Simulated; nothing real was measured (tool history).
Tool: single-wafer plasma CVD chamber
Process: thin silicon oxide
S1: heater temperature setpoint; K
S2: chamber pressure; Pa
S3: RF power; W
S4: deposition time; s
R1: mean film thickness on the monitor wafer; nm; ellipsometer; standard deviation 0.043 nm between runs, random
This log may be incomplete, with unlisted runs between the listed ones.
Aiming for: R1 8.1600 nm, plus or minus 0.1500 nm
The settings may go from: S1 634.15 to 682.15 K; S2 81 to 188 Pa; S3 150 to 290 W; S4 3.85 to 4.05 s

{"run": 1, "day": 0.0, "S1": 658.15, "S2": 135, "S3": 220, "S4": 4.05, "R1": 7.4592}
{"run": 2, "day": 0.038, "S1": 651.15, "S2": 135, "S3": 220, "S4": 4.05, "R1": 7.4835}
{"run": 3, "day": 0.267, "S1": 651.15, "S2": 135, "S3": 220, "S4": 3.85, "R1": 7.1432}
{"run": 4, "day": 0.625, "S1": 651.15, "S2": 135, "S3": 220, "S4": 3.85, "R1": 7.0809}
{"run": 5, "day": 0.729, "S1": 651.15, "S2": 141, "S3": 220, "S4": 3.85, "R1": 7.297}
{"run": 6, "day": 0.896, "S1": 651.15, "S2": 124, "S3": 220, "S4": 3.85, "R1": 6.6792}
{"run": 7, "day": 0.942, "S1": 651.15, "S2": 133, "S3": 220, "S4": 3.85, "R1": 7.1172}
{"run": 8, "day": 1.196, "S1": 651.15, "S2": 140, "S3": 220, "S4": 3.85, "R1": 7.3217}
{"run": 9, "day": 1.358, "S1": 651.15, "S2": 145, "S3": 220, "S4": 3.85, "R1": 7.4825}
{"run": 10, "day": 1.442, "S1": 651.15, "S2": 149, "S3": 220, "S4": 3.85, "R1": 7.5184}
{"run": 11, "day": 1.808, "S1": 651.15, "S2": 155, "S3": 220, "S4": 3.85, "R1": 7.7009}
{"run": 12, "day": 2.154, "S1": 651.15, "S2": 159, "S3": 220, "S4": 3.85, "R1": 7.9166}

Consider the 4 candidate settings below. Which is the only one whose results all fall within their allowed miss of target?
{"run": "A", "day": 2.5, "S1": 653.15, "S2": 176, "S3": 190, "S4": 3.98, "R1": "?"}
{"run": "B", "day": 2.5, "S1": 656.15, "S2": 155, "S3": 225, "S4": 3.89, "R1": "?"}
{"run": "C", "day": 2.5, "S1": 649.15, "S2": 149, "S3": 225, "S4": 3.85, "R1": "?"}
{"run": "D", "day": 2.5, "S1": 671.15, "S2": 156, "S3": 220, "S4": 3.92, "R1": "?"}

move=A R1=8.1263
move=B R1=7.8360
move=C R1=7.6259
move=D R1=7.8189
A: hits every target within its allowed miss
B: further off than the last run
C: further off than the last run
D: further off than the last run
Answer: A
